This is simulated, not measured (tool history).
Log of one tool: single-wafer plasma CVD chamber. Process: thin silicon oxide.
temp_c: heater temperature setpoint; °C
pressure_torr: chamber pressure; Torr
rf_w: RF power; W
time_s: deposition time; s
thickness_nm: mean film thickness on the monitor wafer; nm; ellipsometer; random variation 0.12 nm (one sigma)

{"run": 1, "day": 0.0, "temp_c": 395, "pressure_torr": 0.962, "rf_w": 330, "time_s": 10.1, "thickness_nm": 23.928}
{"run": 2, "day": 0.071, "temp_c": 400, "pressure_torr": 0.962, "rf_w": 330, "time_s": 10.1, "thickness_nm": 23.756}
{"run": 3, "day": 0.229, "temp_c": 406, "pressure_torr": 0.962, "rf_w": 330, "time_s": 10.1, "thickness_nm": 23.787}
{"run": 4, "day": 0.429, "temp_c": 406, "pressure_torr": 0.843, "rf_w": 330, "time_s": 10.1, "thickness_nm": 21.573}
{"run": 5, "day": 0.783, "temp_c": 406, "pressure_torr": 0.935, "rf_w": 330, "time_s": 10.1, "thickness_nm": 23.284}
{"run": 6, "day": 0.917, "temp_c": 406, "pressure_torr": 0.935, "rf_w": 305, "time_s": 10.1, "thickness_nm": 22.721}

Forecast run 7:
{"run": 7, "day": 1.292, "temp_c": 406, "pressure_torr": 1.017, "rf_w": 305, "time_s": 10.1, "thickness_nm": "?"}

Run 7 gave thickness_nm 24.272 nm.

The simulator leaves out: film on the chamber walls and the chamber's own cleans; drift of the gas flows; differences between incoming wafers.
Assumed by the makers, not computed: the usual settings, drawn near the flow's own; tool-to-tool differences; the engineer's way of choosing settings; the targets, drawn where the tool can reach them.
